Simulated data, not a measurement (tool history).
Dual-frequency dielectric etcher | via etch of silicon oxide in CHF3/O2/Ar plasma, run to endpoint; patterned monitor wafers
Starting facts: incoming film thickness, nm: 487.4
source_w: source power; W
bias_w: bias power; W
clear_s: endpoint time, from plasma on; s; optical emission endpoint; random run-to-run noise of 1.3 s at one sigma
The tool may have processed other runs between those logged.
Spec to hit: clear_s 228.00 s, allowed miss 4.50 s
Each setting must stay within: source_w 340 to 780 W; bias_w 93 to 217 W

| run | hour | source_w | bias_w | clear_s |
|---|---|---|---|---|
| 1 | 0.0 | 560 | 155 | 269.66 |
| 2 | 9.0 | 560 | 180 | 252.95 |
| 3 | 13.8 | 640 | 180 | 242.18 |
| 4 | 21.2 | 610 | 180 | 245.79 |
| 5 | 25.0 | 550 | 180 | 254.91 |
| 6 | 27.5 | 590 | 182 | 250.03 |
| 7 | 30.1 | 620 | 184 | 242.59 |
| 8 | 33.8 | 640 | 185 | 238.49 |
| 9 | 40.5 | 650 | 186 | 235.97 |
| 10 | 44.1 | 650 | 186 | 236.37 |
| 11 | 46.3 | 660 | 187 | 235.72 |
| 12 | 51.1 | 670 | 188 | 234.00 |

Which single option among these 5 for the next run brings every result within its allowed miss of target? Just one does.
| A | 55.9 | 670 | 203 | ? |
| B | 55.9 | 680 | 217 | ? |
| C | 55.9 | 700 | 214 | ? |
| D | 55.9 | 780 | 193 | ? |
| E | 55.9 | 780 | 191 | ? |

| move | clear_s |
|---|---|
| A | 227.19 |
| B | 219.96 |
| C | 218.73 |
| D | 218.52 |
| E | 219.42 |
A: all results land within tolerance of their targets
B: takes the result that was furthest off past its target
C: takes the result that was furthest off past its target
D: takes the result that was furthest off past its target
E: takes the result that was furthest off past its target
Move A is the one to make.
